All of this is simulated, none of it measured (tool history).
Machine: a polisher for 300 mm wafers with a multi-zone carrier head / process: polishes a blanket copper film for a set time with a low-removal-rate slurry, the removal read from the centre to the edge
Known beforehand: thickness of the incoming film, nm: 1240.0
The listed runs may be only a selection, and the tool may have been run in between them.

run,day,flow of slurry (ml/min),pressure of the head's centre zone,pressure of the head's middle zone,pressure of the head's edge zone,abrasive content of the slurry,polishing time (s),film removed at the wafer's centre (Å),film removed at mid-radius (Å),film removed at the wafer's edge (Å)
1,0,300,1,1,1,1,64,1401.8,1372.3,1292.6
2,0.125,240,1,1,1,1,64,1378.6,1316.2,1287.3
3,0.492,250,1.02,1.02,1.05,1.15,64,1455,1438.5,1388.7
4,0.675,250,1.06,1.02,1.05,1.15,64,1523.4,1393.7,1369.9
5,0.742,250,1.06,1.02,1.05,1.3,64,1569,1501.5,1404.2
6,0.896,270,1.07,1.03,1.09,1.3,64,1581,1469.9,1461.1

What will run 7 give?
# day 1.167: edge zone pressure recalibrated
7,1.167,275,1.08,1.05,1.1,1.35,64,?,?,?

{"run 7": {"film removed at the wafer's centre (Å)": 1625.2, "film removed at mid-radius (Å)": 1525.7, "film removed at the wafer's edge (Å)": 1551.4}}
